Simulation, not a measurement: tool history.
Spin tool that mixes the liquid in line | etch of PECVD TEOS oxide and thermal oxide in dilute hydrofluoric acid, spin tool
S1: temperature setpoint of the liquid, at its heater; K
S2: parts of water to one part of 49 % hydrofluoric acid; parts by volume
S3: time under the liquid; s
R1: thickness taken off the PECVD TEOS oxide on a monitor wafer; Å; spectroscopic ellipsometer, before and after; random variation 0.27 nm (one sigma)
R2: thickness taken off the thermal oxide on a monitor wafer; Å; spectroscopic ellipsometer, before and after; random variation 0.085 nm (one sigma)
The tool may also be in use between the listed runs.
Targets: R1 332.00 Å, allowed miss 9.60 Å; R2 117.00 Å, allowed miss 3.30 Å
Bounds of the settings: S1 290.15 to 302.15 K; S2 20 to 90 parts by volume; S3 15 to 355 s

run  hour      S1  S2   S3      R1      R2
  1   0.0  294.15  50  180  489.45  171.38
  2   4.7  294.15  65  180  368.81  130.08
  3   7.2  293.65  65  180  364.54  126.14
  4   9.6  296.65  65  180  407.35  143.76
  5  16.7  296.15  65  180  405.47  140.33
  6  22.4  298.65  65  180  442.50  156.33
  7  23.5  297.65  65  180  426.17  147.95
  8  26.8  296.65  65  180  399.38  144.25
  9  33.0  295.65  65  180  386.35  135.69

5 next moves are on the table. One of them brings every result within its allowed miss. Which?
  A  39.2  290.65  65  200   ?   ?
  B  39.2  297.65  60  135   ?   ?
  C  39.2  301.15  85  165   ?   ?
  D  39.2  299.15  80  145   ?   ?
  E  39.2  298.15  65  195   ?   ?

move      R1      R2
   A  356.75  122.86
   B  351.61  121.09
   C  336.94  116.03
   D  292.92  100.88
   E  475.24  163.66
A: nearer than the last run, and not there yet
B: nearer than the last run, and not there yet
C: meets every target
D: takes the result that was furthest off past its target
E: further off than the last run
Answer: C
